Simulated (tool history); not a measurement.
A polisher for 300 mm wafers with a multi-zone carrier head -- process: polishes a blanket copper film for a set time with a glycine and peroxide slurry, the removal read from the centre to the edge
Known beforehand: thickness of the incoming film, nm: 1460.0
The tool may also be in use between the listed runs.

run  hour  flow of slurry (ml/min)  pressure of the head's centre zone  pressure of the head's middle zone  pressure of the head's edge zone  polishing time (s)  film removed at the wafer's centre (angstrom)  film removed at mid-radius (angstrom)  film removed at the wafer's edge (angstrom)
  1     0                      150                                   1                                   1                                 1                  87                                         5416.6                                 5453.9                                       5594.5
  2   8.9                      150                                0.94                                   1                                 1                  87                                         5118.2                                 5394.7                                       5634.5
  3  17.3                      165                                0.95                                1.02                              1.01                  87                                         5270.6                                   5628                                       5596.2
  4  20.4                      170                                0.95                                1.03                              1.04                  88                                         5448.2                                   5755                                       5989.3
  5  28.2                      170                                0.95                                1.06                              1.04                  88                                         5404.9                                   5909                                       5843.4
  6  35.6                      180                                0.95                                1.06                              1.05                  88                                         5474.9                                   5898                                       5948.8
  7    43                      190                                0.95                                1.07                              1.05                  88                                         5490.2                                   6146                                         6076

Predict the results of run 8:
  8  46.4                      195                                0.96                                1.07                              1.05                  88                                              ?                                      ?                                            ?

film removed at the wafer's centre (angstrom): 5606.1
film removed at mid-radius (angstrom): 6043.2
film removed at the wafer's edge (angstrom): 5859.3
